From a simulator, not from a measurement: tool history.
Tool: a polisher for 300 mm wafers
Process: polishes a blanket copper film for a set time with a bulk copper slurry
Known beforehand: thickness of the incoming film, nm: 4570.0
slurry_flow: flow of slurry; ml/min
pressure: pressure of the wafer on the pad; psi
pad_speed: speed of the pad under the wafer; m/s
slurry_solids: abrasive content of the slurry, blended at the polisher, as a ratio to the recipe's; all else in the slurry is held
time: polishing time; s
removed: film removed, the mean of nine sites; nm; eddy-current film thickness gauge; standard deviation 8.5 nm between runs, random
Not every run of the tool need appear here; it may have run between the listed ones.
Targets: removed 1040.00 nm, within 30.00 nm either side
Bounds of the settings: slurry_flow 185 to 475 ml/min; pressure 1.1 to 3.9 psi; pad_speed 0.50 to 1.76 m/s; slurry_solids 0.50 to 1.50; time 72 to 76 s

run	hour	slurry_flow	pressure	pad_speed	slurry_solids	time	removed
1	0.0	305	2.5	1.12	1.00	72	566.54
2	6.5	305	2.8	1.14	1.00	72	644.01
3	11.4	245	2.8	1.14	1.00	72	628.21
4	17.1	245	3.2	1.14	1.00	72	704.53
5	25.9	245	3.2	1.14	1.00	72	709.20
6	27.4	245	3.2	1.14	0.90	72	693.73
7	29.2	255	3.4	1.18	0.90	72	760.03
8	33.5	260	3.5	1.22	0.90	72	811.69
9	38.0	260	3.6	1.26	0.90	72	849.48

4 next moves are on the table. One of them brings every result within its allowed miss. Which?
A	42.5	210	3.2	1.06	1.05	72	?
B	42.5	195	3.8	1.46	0.75	76	?
C	42.5	280	3.1	1.16	0.75	72	?
D	42.5	280	3.1	1.04	0.95	72	?

move	removed
A	654.28
B	1025.70
C	658.80
D	623.98
A: misses by more than the last run did
B: all results land within tolerance of their targets
C: misses by more than the last run did
D: misses by more than the last run did
Correct choice: B, which meets every target
